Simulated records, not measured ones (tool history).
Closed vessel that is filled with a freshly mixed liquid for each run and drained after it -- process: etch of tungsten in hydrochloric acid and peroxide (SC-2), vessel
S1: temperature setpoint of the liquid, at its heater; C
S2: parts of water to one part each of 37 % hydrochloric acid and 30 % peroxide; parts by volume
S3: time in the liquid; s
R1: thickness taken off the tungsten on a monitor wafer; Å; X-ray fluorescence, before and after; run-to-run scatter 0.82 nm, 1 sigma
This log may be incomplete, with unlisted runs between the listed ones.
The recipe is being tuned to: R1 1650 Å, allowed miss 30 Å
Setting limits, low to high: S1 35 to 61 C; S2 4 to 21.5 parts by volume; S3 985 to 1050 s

{"run": 1, "hour": 0.0, "S1": 45, "S2": 12, "S3": 985, "R1": 628.88}
{"run": 2, "hour": 5.4, "S1": 48.5, "S2": 12, "S3": 985, "R1": 786.29}
{"run": 3, "hour": 12.6, "S1": 48.5, "S2": 10, "S3": 985, "R1": 918.5}
{"run": 4, "hour": 18.1, "S1": 48.5, "S2": 8, "S3": 985, "R1": 1104.5}
{"run": 5, "hour": 19.2, "S1": 50, "S2": 8, "S3": 985, "R1": 1227}
{"run": 6, "hour": 21.8, "S1": 50, "S2": 8, "S3": 1050, "R1": 1310.2}
{"run": 7, "hour": 28.6, "S1": 50, "S2": 8, "S3": 1050, "R1": 1306.5}
{"run": 8, "hour": 29.5, "S1": 51, "S2": 8, "S3": 1050, "R1": 1392.9}
{"run": 9, "hour": 37.6, "S1": 51.5, "S2": 8, "S3": 1050, "R1": 1435.8}
{"run": 10, "hour": 42.6, "S1": 54, "S2": 8, "S3": 1050, "R1": 1704.3}

Exercise: of the 5 proposed moves below, exactly one satisfies all targets within the stated allowed misses. Which move is it?
{"run": "A", "hour": 47.6, "S1": 53.5, "S2": 7.5, "S3": 1050, "R1": "?"}
{"run": "B", "hour": 47.6, "S1": 55, "S2": 8, "S3": 985, "R1": "?"}
{"run": "C", "hour": 47.6, "S1": 56, "S2": 9, "S3": 1050, "R1": "?"}
{"run": "D", "hour": 47.6, "S1": 51, "S2": 6, "S3": 1050, "R1": "?"}
{"run": "E", "hour": 47.6, "S1": 55, "S2": 9, "S3": 1050, "R1": "?"}

move=A R1=1734.5
move=B R1=1703.9
move=C R1=1761.2
move=D R1=1747.4
move=E R1=1651.3
A: moves away from the targets compared with the last run
B: no better and no worse than the last run
C: moves away from the targets compared with the last run
D: moves away from the targets compared with the last run
E: meets every target
So the answer is move E, the one that meets all the targets.
